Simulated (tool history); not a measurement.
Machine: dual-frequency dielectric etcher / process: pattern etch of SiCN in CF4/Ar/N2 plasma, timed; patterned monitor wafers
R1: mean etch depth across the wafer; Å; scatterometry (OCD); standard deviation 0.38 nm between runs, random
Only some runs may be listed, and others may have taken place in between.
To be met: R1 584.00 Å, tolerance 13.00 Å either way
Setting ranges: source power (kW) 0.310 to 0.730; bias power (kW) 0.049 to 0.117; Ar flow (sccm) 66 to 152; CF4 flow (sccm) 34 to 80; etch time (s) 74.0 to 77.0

run 1 hour=0.0 | source_power_(kW)=0.520 bias_power_(kW)=0.083 Ar_flow_(sccm)=109 CF4_flow_(sccm)=57 etch_time_(s)=74.0 | R1=680.83
run 2 hour=1.0 | source_power_(kW)=0.500 bias_power_(kW)=0.083 Ar_flow_(sccm)=109 CF4_flow_(sccm)=57 etch_time_(s)=74.0 | R1=656.74
run 3 hour=6.4 | source_power_(kW)=0.500 bias_power_(kW)=0.083 Ar_flow_(sccm)=109 CF4_flow_(sccm)=63 etch_time_(s)=74.0 | R1=671.47
run 4 hour=11.8 | source_power_(kW)=0.490 bias_power_(kW)=0.083 Ar_flow_(sccm)=109 CF4_flow_(sccm)=63 etch_time_(s)=74.0 | R1=658.91
run 5 hour=16.7 | source_power_(kW)=0.480 bias_power_(kW)=0.083 Ar_flow_(sccm)=109 CF4_flow_(sccm)=63 etch_time_(s)=74.0 | R1=650.96
run 6 hour=20.3 | source_power_(kW)=0.470 bias_power_(kW)=0.083 Ar_flow_(sccm)=109 CF4_flow_(sccm)=63 etch_time_(s)=74.0 | R1=639.91
run 7 hour=25.4 | source_power_(kW)=0.460 bias_power_(kW)=0.083 Ar_flow_(sccm)=109 CF4_flow_(sccm)=63 etch_time_(s)=74.0 | R1=625.82
run 8 hour=27.1 | source_power_(kW)=0.450 bias_power_(kW)=0.083 Ar_flow_(sccm)=109 CF4_flow_(sccm)=63 etch_time_(s)=74.0 | R1=615.34

Of the 5 settings listed for the next run, only one would bring every result within its allowed miss of target. Which one?
run A hour=28.8 | source_power_(kW)=0.410 bias_power_(kW)=0.091 Ar_flow_(sccm)=117 CF4_flow_(sccm)=67 etch_time_(s)=76.5 | R1=?
run B hour=28.8 | source_power_(kW)=0.390 bias_power_(kW)=0.101 Ar_flow_(sccm)=85 CF4_flow_(sccm)=65 etch_time_(s)=77.0 | R1=?
run C hour=28.8 | source_power_(kW)=0.420 bias_power_(kW)=0.082 Ar_flow_(sccm)=98 CF4_flow_(sccm)=55 etch_time_(s)=74.5 | R1=?
run D hour=28.8 | source_power_(kW)=0.470 bias_power_(kW)=0.078 Ar_flow_(sccm)=103 CF4_flow_(sccm)=70 etch_time_(s)=74.0 | R1=?
run E hour=28.8 | source_power_(kW)=0.450 bias_power_(kW)=0.080 Ar_flow_(sccm)=117 CF4_flow_(sccm)=51 etch_time_(s)=77.0 | R1=?

move=A R1=607.72
move=B R1=630.77
move=C R1=578.48
move=D R1=639.36
move=E R1=602.26
A: an improvement on the last run, though not all results are within tolerance
B: its largest miss is bigger than the last run's
C: in spec on every target
D: its largest miss is bigger than the last run's
E: an improvement on the last run, though not all results are within tolerance
Correct choice: C, which meets every target
